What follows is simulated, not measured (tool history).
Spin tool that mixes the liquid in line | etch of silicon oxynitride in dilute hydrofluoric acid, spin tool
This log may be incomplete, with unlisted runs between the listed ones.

run  hour  temperature setpoint of the liquid (K)  parts of water to one part of 49 % hydrofluoric acid (parts by volume)  time under the liquid (s)  thickness taken off the silicon oxynitride on a monitor wafer (nm)
  1   0.0                                  294.15                                                                     145                        100                                                              1.9732
  2   1.4                                  295.65                                                                     145                        100                                                              2.0850
  3   4.6                                  297.65                                                                     125                        100                                                              2.7431
  4   9.6                                  297.65                                                                     125                        100                                                              2.7680
  5  16.9                                  299.15                                                                     115                        100                                                              3.1679
  6  25.1                                  299.15                                                                     150                        100                                                              2.4383
  7  32.7                                  299.15                                                                     150                        100                                                              2.4255

What does the tool deliver on the next run?
  8  39.5                                  300.15                                                                     135                        100                                                                   ?

{"run 8": {"thickness taken off the silicon oxynitride on a monitor wafer (nm)": 2.8225}}

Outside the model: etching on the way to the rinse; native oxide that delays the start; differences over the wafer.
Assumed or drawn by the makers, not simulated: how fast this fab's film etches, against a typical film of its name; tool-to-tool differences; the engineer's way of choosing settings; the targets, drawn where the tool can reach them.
